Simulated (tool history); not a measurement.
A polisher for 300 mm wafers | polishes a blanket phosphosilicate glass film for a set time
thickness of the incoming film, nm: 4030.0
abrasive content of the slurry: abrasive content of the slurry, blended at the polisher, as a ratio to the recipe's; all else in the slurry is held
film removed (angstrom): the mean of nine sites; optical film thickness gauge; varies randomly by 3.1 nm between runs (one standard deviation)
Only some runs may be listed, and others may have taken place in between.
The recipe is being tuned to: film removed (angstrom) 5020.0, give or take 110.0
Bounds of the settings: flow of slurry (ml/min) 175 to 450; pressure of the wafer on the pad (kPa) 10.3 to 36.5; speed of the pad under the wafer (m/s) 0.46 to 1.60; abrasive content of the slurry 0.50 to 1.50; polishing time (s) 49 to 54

run,hour,flow of slurry (ml/min),pressure of the wafer on the pad (kPa),speed of the pad under the wafer (m/s),abrasive content of the slurry,polishing time (s),film removed (angstrom)
1,0.0,290,23.4,1.02,1.00,54,5164.2
2,6.8,285,23.4,1.02,1.00,54,5241.5
3,15.8,285,23.4,1.02,0.90,54,4851.0
4,17.4,285,27.6,1.02,0.90,54,5716.3
5,25.4,285,27.6,1.02,0.90,54,5656.0
6,30.8,285,27.6,1.02,0.90,54,5675.9
7,37.1,280,26.9,1.02,0.90,54,5629.0
8,38.1,280,26.2,1.02,0.90,54,5432.8
9,43.7,280,25.5,1.02,0.90,54,5265.0

Consider the 4 candidate settings below. Which is the only one whose results all fall within their allowed miss of target?
A,49.3,255,23.4,1.24,0.85,53,?
B,49.3,305,24.8,1.04,0.95,54,?
C,49.3,265,24.8,1.02,0.90,53,?
D,49.3,320,35.2,0.58,0.95,53,?

move,film removed (angstrom)
A,5279.8
B,5459.3
C,4989.6
D,4750.2
A: further off than the last run
B: further off than the last run
C: hits every target within its allowed miss
D: the result that was furthest off in the last run now lies on the other side of its target
C meets every target.

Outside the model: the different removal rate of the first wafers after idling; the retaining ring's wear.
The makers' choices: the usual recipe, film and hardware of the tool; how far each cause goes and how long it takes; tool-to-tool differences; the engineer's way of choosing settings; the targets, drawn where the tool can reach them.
